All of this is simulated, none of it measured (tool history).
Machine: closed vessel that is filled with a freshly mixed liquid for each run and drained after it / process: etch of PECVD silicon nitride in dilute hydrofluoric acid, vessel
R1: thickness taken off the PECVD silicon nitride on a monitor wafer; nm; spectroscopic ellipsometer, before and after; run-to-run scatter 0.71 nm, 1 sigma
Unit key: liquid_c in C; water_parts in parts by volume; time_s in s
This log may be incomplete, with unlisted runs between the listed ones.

{"run": 1, "hour": 0.0, "liquid_c": 21.0, "water_parts": 65, "time_s": 1915, "R1": 55.284}
{"run": 2, "hour": 9.6, "liquid_c": 21.0, "water_parts": 80, "time_s": 1915, "R1": 44.793}
{"run": 3, "hour": 15.2, "liquid_c": 22.5, "water_parts": 75, "time_s": 1915, "R1": 53.171}
{"run": 4, "hour": 24.7, "liquid_c": 24.0, "water_parts": 75, "time_s": 1915, "R1": 58.546}
{"run": 5, "hour": 30.3, "liquid_c": 25.0, "water_parts": 75, "time_s": 1915, "R1": 62.866}
{"run": 6, "hour": 37.3, "liquid_c": 26.0, "water_parts": 75, "time_s": 1915, "R1": 66.505}

Run 7 is up next; what results do you expect?
{"run": 7, "hour": 39.8, "liquid_c": 26.5, "water_parts": 75, "time_s": 1915, "R1": "?"}

R1: 68.946 nm

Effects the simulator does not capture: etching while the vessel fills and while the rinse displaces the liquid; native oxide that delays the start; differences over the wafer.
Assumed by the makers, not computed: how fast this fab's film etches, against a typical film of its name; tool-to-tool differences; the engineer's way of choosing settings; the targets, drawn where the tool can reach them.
